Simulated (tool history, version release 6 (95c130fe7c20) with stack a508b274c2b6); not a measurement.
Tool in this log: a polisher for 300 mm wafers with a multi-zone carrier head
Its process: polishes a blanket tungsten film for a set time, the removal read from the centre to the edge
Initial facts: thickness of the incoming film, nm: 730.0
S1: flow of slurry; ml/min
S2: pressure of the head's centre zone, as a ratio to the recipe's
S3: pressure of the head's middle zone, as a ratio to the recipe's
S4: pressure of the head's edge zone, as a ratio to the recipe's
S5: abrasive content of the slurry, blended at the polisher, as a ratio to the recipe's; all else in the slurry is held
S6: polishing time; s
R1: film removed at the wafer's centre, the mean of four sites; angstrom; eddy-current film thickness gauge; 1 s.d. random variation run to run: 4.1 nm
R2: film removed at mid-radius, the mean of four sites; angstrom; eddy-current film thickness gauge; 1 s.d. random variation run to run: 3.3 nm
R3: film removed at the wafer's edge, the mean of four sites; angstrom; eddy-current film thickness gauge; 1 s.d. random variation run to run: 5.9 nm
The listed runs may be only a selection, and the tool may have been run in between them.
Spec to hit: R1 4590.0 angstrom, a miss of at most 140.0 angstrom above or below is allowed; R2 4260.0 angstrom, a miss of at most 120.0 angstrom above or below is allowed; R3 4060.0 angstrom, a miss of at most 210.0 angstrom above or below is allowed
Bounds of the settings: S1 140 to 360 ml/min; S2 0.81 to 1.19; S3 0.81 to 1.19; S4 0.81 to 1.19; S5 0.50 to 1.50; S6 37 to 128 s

Run 1, hour 0.0: S1 230 ml/min, S2 1.00, S3 1.00, S4 1.00, S5 1.00, S6 82 s. Result: R1 2419.4 angstrom, R2 2396.9 angstrom, R3 2517.5 angstrom.
Run 2, hour 5.1: S1 230 ml/min, S2 1.00, S3 1.00, S4 1.00, S5 1.00, S6 69 s. Result: R1 2060.4 angstrom, R2 1981.2 angstrom, R3 2055.5 angstrom.
Run 3, hour 11.2: S1 250 ml/min, S2 1.05, S3 1.03, S4 1.01, S5 1.15, S6 78 s. Result: R1 2588.8 angstrom, R2 2502.9 angstrom, R3 2553.0 angstrom.
Run 4, hour 17.5: S1 270 ml/min, S2 1.09, S3 1.05, S4 1.00, S5 1.25, S6 84 s. Result: R1 3021.0 angstrom, R2 2801.7 angstrom, R3 2922.4 angstrom.
At hour 26.1: slurry nozzle cleaned.
Run 5, hour 26.1: S1 230 ml/min, S2 1.09, S3 1.05, S4 1.00, S5 1.25, S6 84 s. Result: R1 3126.9 angstrom, R2 2959.5 angstrom, R3 2863.0 angstrom.
Run 6, hour 27.3: S1 230 ml/min, S2 1.09, S3 1.08, S4 1.00, S5 1.25, S6 84 s. Result: R1 3161.9 angstrom, R2 3023.5 angstrom, R3 2829.3 angstrom.
Run 7, hour 29.5: S1 245 ml/min, S2 1.11, S3 1.10, S4 1.02, S5 1.30, S6 88 s. Result: R1 3442.2 angstrom, R2 3282.1 angstrom, R3 3075.2 angstrom.
Run 8, hour 33.0: S1 265 ml/min, S2 1.13, S3 1.12, S4 1.03, S5 1.35, S6 91 s. Result: R1 3717.7 angstrom, R2 3561.0 angstrom, R3 3345.0 angstrom.

Which single option among these 4 for the next run brings every result within its allowed miss of target? Just one does.
Run A, hour 36.5: S1 315 ml/min, S2 1.13, S3 1.09, S4 1.01, S5 1.50, S6 108 s. Result: R1 ?, R2 ?, R3 ?.
Run B, hour 36.5: S1 290 ml/min, S2 1.19, S3 1.01, S4 1.06, S5 1.35, S6 99 s. Result: R1 ?, R2 ?, R3 ?.
Run C, hour 36.5: S1 360 ml/min, S2 0.91, S3 0.87, S4 1.11, S5 1.45, S6 95 s. Result: R1 ?, R2 ?, R3 ?.
Run D, hour 36.5: S1 315 ml/min, S2 0.91, S3 1.11, S4 1.12, S5 1.45, S6 80 s. Result: R1 ?, R2 ?, R3 ?.

move      R1      R2      R3
   A  4675.3  4259.9  4046.4
   B  4321.1  3506.6  3651.7
   C  3309.0  3106.7  3734.8
   D  2754.6  3173.5  3120.6
A: all results in spec
B: neither nearer nor further off than the last run
C: the biggest miss grows against the last run
D: the biggest miss grows against the last run
The move that meets every target is A.

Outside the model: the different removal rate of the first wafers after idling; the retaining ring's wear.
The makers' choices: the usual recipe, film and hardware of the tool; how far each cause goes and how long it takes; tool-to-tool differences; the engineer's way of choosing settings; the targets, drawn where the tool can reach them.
